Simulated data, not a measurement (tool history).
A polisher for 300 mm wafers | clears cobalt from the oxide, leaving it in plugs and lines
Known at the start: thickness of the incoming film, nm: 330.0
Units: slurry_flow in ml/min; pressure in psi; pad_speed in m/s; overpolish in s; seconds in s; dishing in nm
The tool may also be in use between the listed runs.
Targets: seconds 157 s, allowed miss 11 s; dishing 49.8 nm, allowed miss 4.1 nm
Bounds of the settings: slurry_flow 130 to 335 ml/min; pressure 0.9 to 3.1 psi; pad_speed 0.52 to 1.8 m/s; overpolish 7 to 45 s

Run 1, day 0: slurry_flow 215 ml/min, pressure 2 psi, pad_speed 1.16 m/s, overpolish 23 s. Result: seconds 69.857 s, dishing 56.907 nm.
Run 2, day 0.175: slurry_flow 215 ml/min, pressure 2 psi, pad_speed 1.16 m/s, overpolish 27 s. Result: seconds 68.737 s, dishing 62.305 nm.
Run 3, day 0.517: slurry_flow 215 ml/min, pressure 2 psi, pad_speed 1.34 m/s, overpolish 27 s. Result: seconds 60.831 s, dishing 65.249 nm.
Run 4, day 0.862: slurry_flow 250 ml/min, pressure 2 psi, pad_speed 1.34 m/s, overpolish 27 s. Result: seconds 59.971 s, dishing 65.338 nm.
Run 5, day 1.162: slurry_flow 295 ml/min, pressure 2 psi, pad_speed 1.34 m/s, overpolish 27 s. Result: seconds 57.168 s, dishing 68.572 nm.
Run 6, day 1.529: slurry_flow 290 ml/min, pressure 1.7 psi, pad_speed 1.2 m/s, overpolish 28 s. Result: seconds 73.857 s, dishing 59.315 nm.
Run 7, day 1.758: slurry_flow 285 ml/min, pressure 1.5 psi, pad_speed 1.08 m/s, overpolish 31 s. Result: seconds 95.858 s, dishing 59.2 nm.
Run 8, day 1.875: slurry_flow 285 ml/min, pressure 1.4 psi, pad_speed 1.04 m/s, overpolish 31 s. Result: seconds 104.61 s, dishing 54.538 nm.
Run 9, day 2.012: slurry_flow 285 ml/min, pressure 1.3 psi, pad_speed 1 m/s, overpolish 32 s. Result: seconds 117.18 s, dishing 53.87 nm.
Run 10, day 2.058: slurry_flow 285 ml/min, pressure 1.2 psi, pad_speed 0.98 m/s, overpolish 33 s. Result: seconds 127.12 s, dishing 51.04 nm.
Run 11, day 2.396: slurry_flow 285 ml/min, pressure 0.9 psi, pad_speed 0.92 m/s, overpolish 40 s. Result: seconds 181.71 s, dishing 47.695 nm.
Run 12, day 2.567: slurry_flow 285 ml/min, pressure 0.9 psi, pad_speed 0.92 m/s, overpolish 39 s. Result: seconds 181.42 s, dishing 46.135 nm.
Run 13, day 2.925: slurry_flow 290 ml/min, pressure 0.9 psi, pad_speed 0.92 m/s, overpolish 39 s. Result: seconds 177.75 s, dishing 46.912 nm.

Which of these 5 next moves meets every target?
Run A, day 3.283: slurry_flow 275 ml/min, pressure 0.9 psi, pad_speed 1.04 m/s, overpolish 39 s. Result: seconds ?, dishing ?.
Run B, day 3.283: slurry_flow 305 ml/min, pressure 0.9 psi, pad_speed 0.82 m/s, overpolish 38 s. Result: seconds ?, dishing ?.
Run C, day 3.283: slurry_flow 245 ml/min, pressure 0.9 psi, pad_speed 1 m/s, overpolish 32 s. Result: seconds ?, dishing ?.
Run D, day 3.283: slurry_flow 300 ml/min, pressure 0.9 psi, pad_speed 1.16 m/s, overpolish 25 s. Result: seconds ?, dishing ?.
Run E, day 3.283: slurry_flow 225 ml/min, pressure 0.9 psi, pad_speed 0.88 m/s, overpolish 37 s. Result: seconds ?, dishing ?.

move  seconds  dishing
   A   162.89   51.709
   B   200.84   44.696
   C   171.02   44.267
   D   145.87    41.64
   E   194.39   44.838
A: meets every target
B: further off than the last run
C: nearer than the last run, and not there yet
D: takes the result that was furthest off past its target
E: further off than the last run
Answer: A

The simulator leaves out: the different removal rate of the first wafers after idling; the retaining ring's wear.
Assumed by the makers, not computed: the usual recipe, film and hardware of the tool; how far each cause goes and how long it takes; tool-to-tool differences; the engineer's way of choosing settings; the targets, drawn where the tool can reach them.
